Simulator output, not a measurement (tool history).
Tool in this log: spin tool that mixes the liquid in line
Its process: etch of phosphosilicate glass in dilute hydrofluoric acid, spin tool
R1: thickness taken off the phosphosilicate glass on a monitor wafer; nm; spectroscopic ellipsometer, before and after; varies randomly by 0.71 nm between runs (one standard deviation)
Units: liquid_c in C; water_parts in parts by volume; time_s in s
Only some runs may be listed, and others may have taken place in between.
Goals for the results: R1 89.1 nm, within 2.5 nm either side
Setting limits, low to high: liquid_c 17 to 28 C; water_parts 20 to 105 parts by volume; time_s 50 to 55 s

{"run": 1, "hour": 0.0, "liquid_c": 20, "water_parts": 55, "time_s": 50, "R1": 110.61}
{"run": 2, "hour": 9.0, "liquid_c": 22.5, "water_parts": 55, "time_s": 50, "R1": 124.13}
{"run": 3, "hour": 11.3, "liquid_c": 21.5, "water_parts": 55, "time_s": 50, "R1": 117.22}
{"run": 4, "hour": 16.8, "liquid_c": 21.5, "water_parts": 45, "time_s": 50, "R1": 143.95}
{"run": 5, "hour": 20.1, "liquid_c": 20.5, "water_parts": 50, "time_s": 50, "R1": 126.63}
{"run": 6, "hour": 28.5, "liquid_c": 20, "water_parts": 50, "time_s": 50, "R1": 122.29}
{"run": 7, "hour": 32.5, "liquid_c": 19.5, "water_parts": 50, "time_s": 50, "R1": 122.11}
{"run": 8, "hour": 33.3, "liquid_c": 19.5, "water_parts": 50, "time_s": 50, "R1": 120.29}
{"run": 9, "hour": 35.9, "liquid_c": 19, "water_parts": 50, "time_s": 50, "R1": 116.66}
{"run": 10, "hour": 44.6, "liquid_c": 18.5, "water_parts": 50, "time_s": 50, "R1": 116.23}
{"run": 11, "hour": 52.2, "liquid_c": 18, "water_parts": 50, "time_s": 50, "R1": 112.21}
{"run": 12, "hour": 58.2, "liquid_c": 17.5, "water_parts": 55, "time_s": 50, "R1": 100.13}

4 candidate next runs follow, results not yet known. Just one meets every target within its allowed miss. Identify it.
{"run": "A", "hour": 64.2, "liquid_c": 17, "water_parts": 60, "time_s": 50, "R1": "?"}
{"run": "B", "hour": 64.2, "liquid_c": 17, "water_parts": 55, "time_s": 50, "R1": "?"}
{"run": "C", "hour": 64.2, "liquid_c": 17, "water_parts": 60, "time_s": 55, "R1": "?"}
{"run": "D", "hour": 64.2, "liquid_c": 20, "water_parts": 55, "time_s": 55, "R1": "?"}

move=A R1=88.483
move=B R1=97.063
move=C R1=97.332
move=D R1=121.41
A: hits every target within its allowed miss
B: an improvement on the last run, though not all results are within tolerance
C: an improvement on the last run, though not all results are within tolerance
D: further off than the last run
Correct choice: A, which meets every target

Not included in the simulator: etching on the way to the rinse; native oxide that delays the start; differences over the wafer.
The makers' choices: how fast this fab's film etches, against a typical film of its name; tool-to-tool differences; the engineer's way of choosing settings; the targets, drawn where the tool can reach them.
